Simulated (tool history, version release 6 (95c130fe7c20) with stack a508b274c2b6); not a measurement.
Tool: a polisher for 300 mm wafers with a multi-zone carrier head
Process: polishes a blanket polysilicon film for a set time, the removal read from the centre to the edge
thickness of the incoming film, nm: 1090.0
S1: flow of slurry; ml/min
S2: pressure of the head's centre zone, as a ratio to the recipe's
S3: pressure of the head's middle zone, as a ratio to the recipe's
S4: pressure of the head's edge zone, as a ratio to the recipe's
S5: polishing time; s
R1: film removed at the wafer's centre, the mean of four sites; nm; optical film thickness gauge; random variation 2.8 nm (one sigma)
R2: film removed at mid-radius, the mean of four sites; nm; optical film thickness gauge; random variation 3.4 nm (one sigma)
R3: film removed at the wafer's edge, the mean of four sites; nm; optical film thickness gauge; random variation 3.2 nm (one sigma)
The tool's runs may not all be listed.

run  hour   S1    S2    S3    S4  S5      R1      R2      R3
  1   0.0  155  1.00  1.00  1.00  37  348.88  346.02  349.54
  2   5.4  155  1.00  1.00  0.92  37  351.61  341.01  336.70
  3  10.0  140  1.00  0.96  0.91  37  342.91  335.97  330.34
  4  14.4  140  1.00  0.96  0.87  37  344.27  330.03  320.21
  5  16.3  140  1.00  0.96  0.87  32  289.85  289.94  282.86
  6  18.7  140  1.00  0.96  0.87  24  217.25  213.93  212.89

The next listed run, before its measurement:
  7  26.9  155  1.03  0.97  0.95  26   ?   ?   ?

R1: 253.74 nm
R2: 242.13 nm
R3: 242.41 nm
